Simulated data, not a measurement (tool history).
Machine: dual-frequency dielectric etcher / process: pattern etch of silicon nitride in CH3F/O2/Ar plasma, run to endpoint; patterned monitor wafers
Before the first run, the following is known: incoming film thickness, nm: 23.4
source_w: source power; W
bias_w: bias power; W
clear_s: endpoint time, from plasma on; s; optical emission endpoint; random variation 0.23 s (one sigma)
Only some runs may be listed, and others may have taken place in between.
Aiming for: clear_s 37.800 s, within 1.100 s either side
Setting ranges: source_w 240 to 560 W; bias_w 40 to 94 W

{"run": 1, "hour": 0.0, "source_w": 400, "bias_w": 67, "clear_s": 32.37}
{"run": 2, "hour": 8.1, "source_w": 450, "bias_w": 67, "clear_s": 31.409}
{"run": 3, "hour": 12.7, "source_w": 450, "bias_w": 62, "clear_s": 31.714}
{"run": 4, "hour": 18.0, "source_w": 420, "bias_w": 62, "clear_s": 32.624}
{"run": 5, "hour": 19.0, "source_w": 390, "bias_w": 59, "clear_s": 33.995}
{"run": 6, "hour": 25.9, "source_w": 370, "bias_w": 57, "clear_s": 34.57}
{"run": 7, "hour": 32.5, "source_w": 350, "bias_w": 55, "clear_s": 35.484}
{"run": 8, "hour": 37.2, "source_w": 340, "bias_w": 54, "clear_s": 35.623}
{"run": 9, "hour": 43.2, "source_w": 330, "bias_w": 52, "clear_s": 36.401}

Below are 4 possible settings for the next run. Only one of them brings all results inside the allowed miss of their targets. Which is it?
{"run": "A", "hour": 49.2, "source_w": 330, "bias_w": 62, "clear_s": "?"}
{"run": "B", "hour": 49.2, "source_w": 400, "bias_w": 49, "clear_s": "?"}
{"run": "C", "hour": 49.2, "source_w": 310, "bias_w": 48, "clear_s": "?"}
{"run": "D", "hour": 49.2, "source_w": 400, "bias_w": 48, "clear_s": "?"}

move=A clear_s=35.069
move=B clear_s=34.570
move=C clear_s=37.542
move=D clear_s=34.696
A: moves away from the targets compared with the last run
B: moves away from the targets compared with the last run
C: meets every target
D: moves away from the targets compared with the last run
C is the move that brings every result within its allowed miss.
